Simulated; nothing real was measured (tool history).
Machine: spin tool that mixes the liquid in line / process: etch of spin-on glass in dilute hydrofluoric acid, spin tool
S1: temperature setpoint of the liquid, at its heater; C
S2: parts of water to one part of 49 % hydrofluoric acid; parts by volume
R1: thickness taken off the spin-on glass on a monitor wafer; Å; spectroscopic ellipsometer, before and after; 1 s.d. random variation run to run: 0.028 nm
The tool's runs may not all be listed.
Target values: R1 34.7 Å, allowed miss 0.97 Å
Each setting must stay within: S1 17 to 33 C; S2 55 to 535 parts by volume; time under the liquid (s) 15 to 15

{"run": 1, "hour": 0.0, "S1": 25, "S2": 295, "time under the liquid (s)": 15, "R1": 21.376}
{"run": 2, "hour": 1.3, "S1": 27, "S2": 280, "time under the liquid (s)": 15, "R1": 24.647}
{"run": 3, "hour": 8.0, "S1": 25.5, "S2": 280, "time under the liquid (s)": 15, "R1": 23.338}
{"run": 4, "hour": 13.5, "S1": 27.5, "S2": 270, "time under the liquid (s)": 15, "R1": 26.402}
{"hour": 15.7, "done": "hydrofluoric acid flow meter replaced"}
{"run": 5, "hour": 15.7, "S1": 29, "S2": 265, "time under the liquid (s)": 15, "R1": 26.128}
{"run": 6, "hour": 19.5, "S1": 29, "S2": 330, "time under the liquid (s)": 15, "R1": 19.238}
{"run": 7, "hour": 27.7, "S1": 29.5, "S2": 300, "time under the liquid (s)": 15, "R1": 22.434}
{"run": 8, "hour": 33.5, "S1": 30, "S2": 275, "time under the liquid (s)": 15, "R1": 25.661}
{"run": 9, "hour": 37.2, "S1": 30.5, "S2": 260, "time under the liquid (s)": 15, "R1": 28.199}
{"run": 10, "hour": 43.0, "S1": 33, "S2": 230, "time under the liquid (s)": 15, "R1": 35.822}

Pick the move, out of 4, that brings all results within their allowed miss; only one does.
{"run": "A", "hour": 48.8, "S1": 33, "S2": 220, "time under the liquid (s)": 15, "R1": "?"}
{"run": "B", "hour": 48.8, "S1": 33, "S2": 235, "time under the liquid (s)": 15, "R1": "?"}
{"run": "C", "hour": 48.8, "S1": 32.5, "S2": 220, "time under the liquid (s)": 15, "R1": "?"}
{"run": "D", "hour": 48.8, "S1": 33, "S2": 225, "time under the liquid (s)": 15, "R1": "?"}

move=A R1=37.78
move=B R1=34.704
move=C R1=37.162
move=D R1=36.706
A: moves away from the targets compared with the last run
B: hits every target within its allowed miss
C: moves away from the targets compared with the last run
D: moves away from the targets compared with the last run
B meets every target.
